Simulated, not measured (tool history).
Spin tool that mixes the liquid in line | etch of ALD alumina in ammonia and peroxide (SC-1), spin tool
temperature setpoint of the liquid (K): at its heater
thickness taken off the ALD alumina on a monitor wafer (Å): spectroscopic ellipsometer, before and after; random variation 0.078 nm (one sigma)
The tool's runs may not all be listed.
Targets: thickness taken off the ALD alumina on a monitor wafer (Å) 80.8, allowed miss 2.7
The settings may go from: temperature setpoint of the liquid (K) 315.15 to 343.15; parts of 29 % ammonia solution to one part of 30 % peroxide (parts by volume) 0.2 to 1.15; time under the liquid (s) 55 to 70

run  hour  temperature setpoint of the liquid (K)  parts of 29 % ammonia solution to one part of 30 % peroxide (parts by volume)  time under the liquid (s)  thickness taken off the ALD alumina on a monitor wafer (Å)
  1     0                                  331.15                                                                           0.65                         70                                                      60.991
  2   8.1                                  332.15                                                                           0.65                         70                                                      63.769
  3  13.8                                  333.15                                                                           0.65                         70                                                      66.694
  4    21                                  333.15                                                                           0.75                         70                                                      67.475
  5  27.3                                  333.65                                                                           0.75                         70                                                       70.72
  6  34.1                                  334.15                                                                           0.75                         70                                                      70.613
  7  36.6                                  334.65                                                                           0.75                         70                                                      73.774
  8  37.6                                  335.15                                                                           0.75                         70                                                      75.234

Which of these 4 next moves meets every target?
  A  38.6                                  340.65                                                                            0.5                         60                                                           ?
  B  38.6                                  333.15                                                                           0.95                         70                                                           ?
  C  38.6                                  334.15                                                                            0.8                         70                                                           ?
  D  38.6                                  340.65                                                                           0.95                         60                                                           ?

move  thickness taken off the ALD alumina on a monitor wafer (Å)
   A                                                      82.045
   B                                                      69.871
   C                                                      72.352
   D                                                      87.153
A: meets every target
B: further off than the last run
C: further off than the last run
D: takes the result that was furthest off past its target
Move A is the one to make.
